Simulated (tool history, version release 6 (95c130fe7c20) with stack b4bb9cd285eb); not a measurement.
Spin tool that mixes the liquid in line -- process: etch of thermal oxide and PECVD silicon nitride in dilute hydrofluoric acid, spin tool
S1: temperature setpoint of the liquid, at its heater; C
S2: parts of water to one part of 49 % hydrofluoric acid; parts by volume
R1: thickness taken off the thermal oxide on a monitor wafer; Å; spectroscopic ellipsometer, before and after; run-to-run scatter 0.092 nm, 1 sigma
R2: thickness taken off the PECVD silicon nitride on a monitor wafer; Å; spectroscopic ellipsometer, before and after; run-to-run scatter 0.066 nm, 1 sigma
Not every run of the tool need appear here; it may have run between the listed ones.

Run 1, hour 0.0: S1 25.0 C, S2 55 parts by volume, time under the liquid (s) 180. Result: R1 157.92 Å, R2 73.789 Å.
Run 2, hour 8.6: S1 25.0 C, S2 70 parts by volume, time under the liquid (s) 180. Result: R1 121.49 Å, R2 59.336 Å.
Run 3, hour 14.6: S1 25.0 C, S2 70 parts by volume, time under the liquid (s) 220. Result: R1 148.36 Å, R2 72.188 Å.
Run 4, hour 19.8: S1 25.5 C, S2 65 parts by volume, time under the liquid (s) 220. Result: R1 163.96 Å, R2 79.903 Å.
Run 5, hour 25.9: S1 23.5 C, S2 65 parts by volume, time under the liquid (s) 220. Result: R1 151.97 Å, R2 69.422 Å.
Run 6, hour 31.7: S1 25.0 C, S2 65 parts by volume, time under the liquid (s) 220. Result: R1 161.63 Å, R2 76.807 Å.
Run 7, hour 34.1: S1 25.5 C, S2 65 parts by volume, time under the liquid (s) 220. Result: R1 164.85 Å, R2 79.405 Å.

Estimate the outcome of run 8 from the log above:
Run 8, hour 35.2: S1 28.5 C, S2 55 parts by volume, time under the liquid (s) 215. Result: R1 ?, R2 ?.

{"run 8": {"R1": 218.33, "R2": 111.36}}
